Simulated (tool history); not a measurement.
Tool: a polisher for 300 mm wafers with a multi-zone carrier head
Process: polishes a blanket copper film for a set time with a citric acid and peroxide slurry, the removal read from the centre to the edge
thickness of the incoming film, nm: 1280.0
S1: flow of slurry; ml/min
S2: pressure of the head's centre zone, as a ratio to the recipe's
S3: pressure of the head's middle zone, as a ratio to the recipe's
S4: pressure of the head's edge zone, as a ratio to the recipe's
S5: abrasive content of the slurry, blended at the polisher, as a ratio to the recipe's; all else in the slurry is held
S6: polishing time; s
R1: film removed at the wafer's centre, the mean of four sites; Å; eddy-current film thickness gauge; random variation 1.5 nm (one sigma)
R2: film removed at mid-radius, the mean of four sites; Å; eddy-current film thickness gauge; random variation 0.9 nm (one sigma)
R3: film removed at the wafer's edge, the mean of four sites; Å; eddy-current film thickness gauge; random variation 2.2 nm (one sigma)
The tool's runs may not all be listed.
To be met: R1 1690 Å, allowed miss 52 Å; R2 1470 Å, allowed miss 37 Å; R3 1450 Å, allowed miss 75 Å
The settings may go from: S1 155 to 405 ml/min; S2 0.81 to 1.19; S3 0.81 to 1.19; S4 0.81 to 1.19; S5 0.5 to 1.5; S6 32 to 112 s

run	hour	S1	S2	S3	S4	S5	S6	R1	R2	R3
1	0	260	1	1	1	1	72	1264.2	1275	1233.8
2	5.3	275	1.05	1.02	1.04	1.1	72	1355.5	1351.7	1331.6
3	11.5	290	1.09	1.02	1.03	1.15	72	1455.8	1383.3	1321.9
4	14.3	290	1.02	1.02	1.03	1.15	72	1377.1	1377.5	1379.5
5	19.6	315	1.06	1.02	1.03	1.2	72	1463.2	1406	1383.2
6	24.6	330	1.09	1.02	1.04	1.2	72	1492	1403.4	1395.2
# hour 32.6: slurry nozzle cleaned
7	32.6	340	1.12	1.02	1.05	1.25	72	1613.6	1458.4	1431.2
8	39.2	345	1.13	1.02	1.05	1.25	72	1628.6	1458.7	1428

5 next moves are on the table. One of them brings every result within its allowed miss. Which?
A	45.8	370	1.14	0.92	1.11	1.2	76	?	?	?
B	45.8	365	1.05	1.01	1.06	1.2	75	?	?	?
C	45.8	345	1.11	0.99	1.08	1.1	75	?	?	?
D	45.8	370	1.13	1.04	1.07	1.2	70	?	?	?
E	45.8	405	1.15	0.99	1.03	1.5	69	?	?	?

move	R1	R2	R3
A	1711.1	1416.3	1534
B	1562.5	1510.6	1482.6
C	1593.4	1438.5	1449.1
D	1564.4	1446.4	1389.6
E	1688.3	1472.2	1451.1
A: brings the result that was furthest off to its target, and leaves another outside
B: further off than the last run
C: further off than the last run
D: further off than the last run
E: meets every target
Answer: E

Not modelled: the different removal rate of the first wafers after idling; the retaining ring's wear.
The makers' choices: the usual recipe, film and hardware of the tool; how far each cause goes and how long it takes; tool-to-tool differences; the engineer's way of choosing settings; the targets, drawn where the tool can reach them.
